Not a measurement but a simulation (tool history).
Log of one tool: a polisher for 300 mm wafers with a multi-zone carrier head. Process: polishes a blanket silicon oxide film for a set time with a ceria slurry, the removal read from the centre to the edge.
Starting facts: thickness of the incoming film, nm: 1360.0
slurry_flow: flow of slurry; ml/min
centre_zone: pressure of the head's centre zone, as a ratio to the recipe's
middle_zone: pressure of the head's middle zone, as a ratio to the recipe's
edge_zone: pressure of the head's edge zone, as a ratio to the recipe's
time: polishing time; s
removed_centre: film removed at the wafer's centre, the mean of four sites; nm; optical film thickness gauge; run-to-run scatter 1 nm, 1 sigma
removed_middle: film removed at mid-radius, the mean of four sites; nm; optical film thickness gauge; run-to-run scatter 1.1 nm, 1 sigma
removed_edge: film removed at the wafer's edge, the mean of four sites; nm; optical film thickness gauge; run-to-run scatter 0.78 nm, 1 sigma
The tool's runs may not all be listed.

{"run": 1, "hour": 0.0, "slurry_flow": 220, "centre_zone": 1.0, "middle_zone": 1.0, "edge_zone": 1.0, "time": 54, "removed_centre": 152.6, "removed_middle": 140.37, "removed_edge": 139.95}
{"run": 2, "hour": 4.6, "slurry_flow": 260, "centre_zone": 1.0, "middle_zone": 1.0, "edge_zone": 1.0, "time": 54, "removed_centre": 156.08, "removed_middle": 144.15, "removed_edge": 142.51}
{"run": 3, "hour": 10.3, "slurry_flow": 250, "centre_zone": 0.98, "middle_zone": 0.97, "edge_zone": 0.97, "time": 50, "removed_centre": 143.93, "removed_middle": 129.15, "removed_edge": 128.35}
{"run": 4, "hour": 12.1, "slurry_flow": 250, "centre_zone": 0.98, "middle_zone": 0.94, "edge_zone": 0.97, "time": 50, "removed_centre": 139.62, "removed_middle": 126.92, "removed_edge": 127.7}
{"run": 5, "hour": 13.5, "slurry_flow": 250, "centre_zone": 0.98, "middle_zone": 0.89, "edge_zone": 0.97, "time": 50, "removed_centre": 142.62, "removed_middle": 119.58, "removed_edge": 127.51}
{"run": 6, "hour": 19.5, "slurry_flow": 240, "centre_zone": 0.95, "middle_zone": 0.88, "edge_zone": 0.94, "time": 48, "removed_centre": 129.48, "removed_middle": 112.73, "removed_edge": 123.45}

Run 7 is up next; what results do you expect?
{"run": 7, "hour": 22.6, "slurry_flow": 245, "centre_zone": 0.95, "middle_zone": 0.89, "edge_zone": 0.93, "time": 45, "removed_centre": "?", "removed_middle": "?", "removed_edge": "?"}

removed_centre: 122.48 nm
removed_middle: 108.76 nm
removed_edge: 113.55 nm
